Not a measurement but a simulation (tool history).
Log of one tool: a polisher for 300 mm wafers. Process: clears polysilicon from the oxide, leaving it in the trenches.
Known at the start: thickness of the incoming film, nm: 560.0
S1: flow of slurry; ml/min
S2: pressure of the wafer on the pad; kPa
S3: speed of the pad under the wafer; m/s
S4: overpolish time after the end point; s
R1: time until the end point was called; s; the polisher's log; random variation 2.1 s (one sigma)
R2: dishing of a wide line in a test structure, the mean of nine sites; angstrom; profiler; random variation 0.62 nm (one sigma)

run  hour   S1    S2    S3  S4      R1      R2
  1     0  160  11.7  0.88  13  83.246   539.3
  2     5  160  10.3  0.86  11  95.732  460.27
  3   6.7  160   9.7  0.84  10  105.66  400.96
  4  13.9  160     9  0.84   9   112.9  340.44
  5  19.2  125     9  0.84   9  115.94  345.08
     23.8  -- slurry nozzle cleaned
  6  23.8  125     9  0.84  13  114.75  471.84
  7    29  125   8.3  0.84  12  121.61  408.72
  8  36.5  125   8.3  0.84  12  121.31   404.4
  9  43.8  125   7.6  0.84  11  130.07  361.66
 10  47.5  125   5.5  0.84   7  180.68  198.82

The next listed run, before its measurement:
 11  52.6  125  5.5  0.84   7   ?   ?

{"run 11": {"R1": 182.76, "R2": 197.28}}
